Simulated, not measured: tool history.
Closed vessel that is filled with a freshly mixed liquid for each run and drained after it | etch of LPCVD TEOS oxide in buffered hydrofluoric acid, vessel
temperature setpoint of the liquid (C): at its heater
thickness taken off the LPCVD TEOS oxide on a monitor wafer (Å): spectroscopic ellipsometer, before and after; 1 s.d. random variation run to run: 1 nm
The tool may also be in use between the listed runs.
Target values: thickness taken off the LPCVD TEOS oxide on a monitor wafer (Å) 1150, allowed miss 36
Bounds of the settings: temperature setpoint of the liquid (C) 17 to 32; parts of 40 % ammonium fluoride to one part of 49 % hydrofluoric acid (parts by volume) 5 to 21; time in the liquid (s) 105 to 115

run,hour,temperature setpoint of the liquid (C),parts of 40 % ammonium fluoride to one part of 49 % hydrofluoric acid (parts by volume),time in the liquid (s),thickness taken off the LPCVD TEOS oxide on a monitor wafer (Å)
1,0,24,13,105,1320
2,1.2,23,13,105,1226.2
3,6.4,25.5,13,105,1405.7
4,13.9,23,13,105,1244.1
5,20.5,23,13,115,1343.2
6,24.1,22,13,115,1280.1
7,28.5,21.5,13,115,1233.5
8,31.8,21,13,115,1214.4

Of the 5 settings listed for the next run, only one would bring every result within its allowed miss of target. Which one?
A,35.1,24.5,17,110,?
B,35.1,20,13.5,110,?
C,35.1,21.5,13.5,105,?
D,35.1,19.5,12.5,115,?
E,35.1,21.5,14.5,110,?

move,thickness taken off the LPCVD TEOS oxide on a monitor wafer (Å)
A,1078.9
B,1055.4
C,1095.3
D,1156.9
E,1069.7
A: takes the biggest miss from the last run beyond its target
B: takes the biggest miss from the last run beyond its target
C: takes the biggest miss from the last run beyond its target
D: hits every target within its allowed miss
E: takes the biggest miss from the last run beyond its target
D is the move that brings every result within its allowed miss.
